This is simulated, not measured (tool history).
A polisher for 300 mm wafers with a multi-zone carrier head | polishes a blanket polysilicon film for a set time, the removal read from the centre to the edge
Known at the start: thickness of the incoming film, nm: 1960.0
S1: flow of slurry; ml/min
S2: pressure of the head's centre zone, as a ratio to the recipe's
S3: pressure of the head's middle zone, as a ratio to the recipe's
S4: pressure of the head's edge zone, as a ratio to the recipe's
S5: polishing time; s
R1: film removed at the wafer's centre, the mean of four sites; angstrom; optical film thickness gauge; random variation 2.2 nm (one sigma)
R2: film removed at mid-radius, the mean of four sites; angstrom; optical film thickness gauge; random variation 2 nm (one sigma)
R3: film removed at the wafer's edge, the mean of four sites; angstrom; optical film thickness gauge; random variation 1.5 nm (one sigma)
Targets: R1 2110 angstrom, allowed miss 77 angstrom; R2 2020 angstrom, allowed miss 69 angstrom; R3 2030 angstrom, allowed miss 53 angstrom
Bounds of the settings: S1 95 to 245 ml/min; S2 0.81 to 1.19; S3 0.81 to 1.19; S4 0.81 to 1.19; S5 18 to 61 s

run,hour,S1,S2,S3,S4,S5,R1,R2,R3
1,0,155,1,1,1,39,3753.4,3906,3698.8
2,7.9,155,1.05,1,1,39,3981.7,3881,3698.5
3,9.8,150,1.04,0.98,0.98,35,3494,3414.6,3234.8
4,18.5,150,1.07,0.98,0.98,35,3611,3381.6,3253.5
5,25.8,145,1.05,0.95,0.96,32,3134.7,3043.4,2932.6
6,28.3,145,1.05,0.95,0.96,25,2479.9,2353.5,2289.6
7,32.7,140,1.04,0.93,0.95,25,2438.9,2283.7,2301.8
8,40.4,135,1.03,0.92,0.93,25,2409.3,2272.6,2242.7
9,47.8,130,1.02,0.91,0.92,25,2432.7,2245.3,2228
10,55,130,1.02,0.91,0.92,25,2404.4,2260.6,2242
11,59.6,125,1.01,0.9,0.91,25,2350.1,2200,2197.7
12,62.7,120,1,0.89,0.9,25,2345.7,2182.6,2200.4
13,68.4,105,0.95,0.87,0.85,22,1856.8,1812,1828.5
14,70.9,115,0.95,0.87,0.86,22,1927.8,1859.8,1881.4

4 next moves are on the table. One of them brings every result within its allowed miss. Which?
A,73.4,110,0.95,0.82,0.87,25,?,?,?
B,73.4,95,0.83,0.88,0.87,26,?,?,?
C,73.4,120,1.02,0.99,0.82,22,?,?,?
D,73.4,105,0.98,0.89,0.88,24,?,?,?

move,R1,R2,R3
A,2136.1,2009.4,2106.3
B,1871.6,2148.3,2142.7
C,2061.8,2102.5,1823.8
D,2094,2043.4,2017.1
A: takes the result that was furthest off past its target
B: takes the result that was furthest off past its target
C: further off than the last run
D: meets every target
The right move is D.

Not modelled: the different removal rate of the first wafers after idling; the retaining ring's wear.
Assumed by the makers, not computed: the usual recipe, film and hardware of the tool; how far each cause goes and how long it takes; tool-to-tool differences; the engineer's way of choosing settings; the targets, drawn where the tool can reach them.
